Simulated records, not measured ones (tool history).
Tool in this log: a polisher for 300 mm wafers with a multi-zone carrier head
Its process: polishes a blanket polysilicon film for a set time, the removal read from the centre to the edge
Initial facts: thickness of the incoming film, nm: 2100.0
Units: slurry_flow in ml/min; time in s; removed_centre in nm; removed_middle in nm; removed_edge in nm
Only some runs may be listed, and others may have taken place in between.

run  hour  slurry_flow  centre_zone  middle_zone  edge_zone  time  removed_centre  removed_middle  removed_edge
  1   0.0          140         1.00         1.00       1.00    37          447.46          464.67        452.98
  2   1.7          140         0.93         1.00       1.00    37          430.36          458.64        433.20
  3   7.2          140         0.99         1.00       1.00    37          447.61          455.66        440.74
  4  10.7          130         0.96         0.97       1.00    34          398.27          403.49        404.98
  5  12.1          130         0.96         0.97       1.00    31          363.62          370.43        367.75
  6  19.6          130         0.96         0.97       1.00    26          301.47          309.10        316.51
  7  20.5          130         0.96         0.97       1.00    26          300.64          316.19        314.48

For run 8, what comes out?
  8  28.9          125         0.94         0.95       1.00    26               ?               ?             ?

Run 8 yielded removed_centre 292.15 nm, removed_middle 306.49 nm, removed_edge 309.18 nm.

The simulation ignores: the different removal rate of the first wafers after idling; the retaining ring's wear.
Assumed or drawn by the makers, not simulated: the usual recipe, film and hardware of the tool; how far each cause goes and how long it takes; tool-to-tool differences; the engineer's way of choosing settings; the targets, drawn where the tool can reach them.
